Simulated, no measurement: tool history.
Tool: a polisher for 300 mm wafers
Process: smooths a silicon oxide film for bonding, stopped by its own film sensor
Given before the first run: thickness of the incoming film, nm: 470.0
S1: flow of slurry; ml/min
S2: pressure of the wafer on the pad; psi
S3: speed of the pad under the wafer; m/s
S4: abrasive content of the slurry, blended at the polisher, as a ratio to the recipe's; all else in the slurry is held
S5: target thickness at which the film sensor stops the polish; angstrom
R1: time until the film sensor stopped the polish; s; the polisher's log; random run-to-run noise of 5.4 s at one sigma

{"run": 1, "hour": 0.0, "S1": 305, "S2": 1.4, "S3": 1.16, "S4": 1.0, "S5": 3550, "R1": 228.31}
{"run": 2, "hour": 2.4, "S1": 305, "S2": 1.4, "S3": 1.16, "S4": 1.0, "S5": 3490, "R1": 239.89}
{"run": 3, "hour": 5.0, "S1": 305, "S2": 1.4, "S3": 1.4, "S4": 1.0, "S5": 3490, "R1": 213.58}
{"run": 4, "hour": 14.0, "S1": 305, "S2": 1.4, "S3": 1.4, "S4": 1.0, "S5": 3550, "R1": 205.4}
{"run": 5, "hour": 21.0, "S1": 340, "S2": 1.4, "S3": 1.4, "S4": 1.0, "S5": 3550, "R1": 196.93}
{"run": 6, "hour": 28.8, "S1": 340, "S2": 1.3, "S3": 1.4, "S4": 1.0, "S5": 3550, "R1": 213.85}
{"run": 7, "hour": 31.0, "S1": 340, "S2": 1.2, "S3": 1.38, "S4": 1.0, "S5": 3550, "R1": 224.93}

What will run 8 give?
{"hour": 39.2, "done": "slurry blender recalibrated"}
{"run": 8, "hour": 39.2, "S1": 340, "S2": 1.1, "S3": 1.36, "S4": 1.0, "S5": 3550, "R1": "?"}

Run 8 measured R1 206.08 s.
